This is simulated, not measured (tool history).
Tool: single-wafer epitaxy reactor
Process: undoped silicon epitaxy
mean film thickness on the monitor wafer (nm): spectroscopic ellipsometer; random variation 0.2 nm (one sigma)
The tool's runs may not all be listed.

run	hour	wafer temperature setpoint (pyrometer-controlled) (deg C)	deposition time (s)	mean film thickness on the monitor wafer (nm)
1	0	650	467	77.831
2	6.7	646	466	70.925
3	9.9	646	423	64.808
4	17.7	645	423	62.951
5	20.4	644	423	61.454
6	24.6	636	423	51.56

Run 7 is up next; what results do you expect?
7	32.5	637	423	?

Run 7 measured mean film thickness on the monitor wafer (nm) 52.614.
